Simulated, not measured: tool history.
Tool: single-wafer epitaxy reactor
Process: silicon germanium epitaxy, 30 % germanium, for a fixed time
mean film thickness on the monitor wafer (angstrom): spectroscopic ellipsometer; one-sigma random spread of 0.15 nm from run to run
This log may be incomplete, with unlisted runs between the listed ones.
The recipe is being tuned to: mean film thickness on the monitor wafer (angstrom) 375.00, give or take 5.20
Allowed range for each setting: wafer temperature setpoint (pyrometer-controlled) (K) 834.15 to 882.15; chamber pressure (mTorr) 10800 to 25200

run	hour	wafer temperature setpoint (pyrometer-controlled) (K)	chamber pressure (mTorr)	mean film thickness on the monitor wafer (angstrom)
1	0.0	858.15	18000	400.93
2	5.2	857.15	18000	395.50
3	7.0	862.15	18000	433.26
4	11.3	860.15	18000	414.01
5	15.2	867.15	18000	478.35
6	22.6	867.15	16400	460.66
7	31.5	864.15	16400	437.15
8	40.0	864.15	16400	435.27
9	48.1	862.15	16400	419.11
10	52.6	860.15	16400	408.39
11	54.1	854.15	16300	362.26
12	60.3	855.15	16300	367.97

Consider the 4 candidate settings below. Which is the only one whose results all fall within their allowed miss of target?
A	66.5	855.15	16800	?
B	66.5	857.15	13300	?
C	66.5	854.15	16300	?
D	66.5	858.15	16700	?

move	mean film thickness on the monitor wafer (angstrom)
A	372.22
B	361.97
C	362.23
D	392.76
A: all results land within tolerance of their targets
B: its largest miss is bigger than the last run's
C: its largest miss is bigger than the last run's
D: pushes the last run's worst result past its target
So the answer is move A, the one that meets all the targets.
